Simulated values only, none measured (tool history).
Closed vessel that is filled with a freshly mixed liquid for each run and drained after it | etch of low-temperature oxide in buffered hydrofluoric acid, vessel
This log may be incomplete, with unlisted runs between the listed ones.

run,hour,temperature setpoint of the liquid (°C),parts of 40 % ammonium fluoride to one part of 49 % hydrofluoric acid (parts by volume),time in the liquid (s),thickness taken off the low-temperature oxide on a monitor wafer (nm)
1,0,23,8.5,105,775.11
2,0.8,24.5,8.5,105,845.26
3,3.5,24.5,7.5,105,960.07
4,12.3,21.5,7.5,105,823.42
5,13.7,23,7.5,105,890.13
6,15.7,23,7.5,115,969.6

Run 7 comes next. What will it give?
7,20.7,23.5,7.5,115,?

{"run 7": {"thickness taken off the low-temperature oxide on a monitor wafer (nm)": 998.32}}
